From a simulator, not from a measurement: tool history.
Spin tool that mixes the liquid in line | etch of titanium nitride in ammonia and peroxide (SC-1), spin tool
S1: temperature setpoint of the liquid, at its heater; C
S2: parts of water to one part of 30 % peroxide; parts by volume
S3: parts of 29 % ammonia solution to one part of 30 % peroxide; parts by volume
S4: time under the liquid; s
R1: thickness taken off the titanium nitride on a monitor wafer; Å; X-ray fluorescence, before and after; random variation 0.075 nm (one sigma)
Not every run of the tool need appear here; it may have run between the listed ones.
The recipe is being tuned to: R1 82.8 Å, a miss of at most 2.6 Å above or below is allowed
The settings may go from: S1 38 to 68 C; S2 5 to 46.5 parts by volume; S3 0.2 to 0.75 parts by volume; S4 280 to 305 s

run,day,S1,S2,S3,S4,R1
1,0,52,25.5,0.45,280,102.52
2,0.367,52,25.5,0.45,305,111.63
3,0.408,51,25.5,0.45,305,104.06
4,0.65,50.5,25.5,0.45,305,101.24
5,0.683,50.5,25.5,0.45,305,101.02
6,0.946,50.5,21,0.45,305,112.43
7,1.092,50.5,21,0.45,305,112.86
8,1.242,49.5,21,0.45,305,105.4
9,1.271,49,21,0.45,305,101.07
10,1.317,45.5,21,0.45,305,78.924

5 next moves are on the table. One of them brings every result within its allowed miss. Which?
A,1.362,46,22.5,0.6,280,?
B,1.362,44,16.5,0.5,280,?
C,1.362,48.5,22,0.5,280,?
D,1.362,45,22.5,0.6,305,?
E,1.362,49,26,0.45,285,?

move,R1
A,76.568
B,76.177
C,89.483
D,77.637
E,84.147
A: its largest miss is bigger than the last run's
B: its largest miss is bigger than the last run's
C: takes the biggest miss from the last run beyond its target
D: its largest miss is bigger than the last run's
E: all results in spec
Go with E: it meets all targets.
